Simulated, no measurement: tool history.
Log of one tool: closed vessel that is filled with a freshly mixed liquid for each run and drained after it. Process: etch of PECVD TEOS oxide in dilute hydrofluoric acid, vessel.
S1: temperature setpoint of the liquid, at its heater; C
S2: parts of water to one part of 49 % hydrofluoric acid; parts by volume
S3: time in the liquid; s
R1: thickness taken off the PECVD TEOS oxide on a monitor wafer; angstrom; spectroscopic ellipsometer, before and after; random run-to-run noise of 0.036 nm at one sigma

run	hour	S1	S2	S3	R1
1	0	25	185	160	222.17
2	8.7	23.5	195	160	195.8
3	11	22.5	205	160	179.23
4	17.7	22.5	205	160	179.32
5	22.4	21.5	215	160	163.48
6	24	21	220	160	154.86
7	28.5	20.5	225	160	147.91
8	34.2	20	230	160	141.53

What does the tool deliver on the next run?
9	35.8	19.5	235	160	?

{"run 9": {"R1": 135.07}}
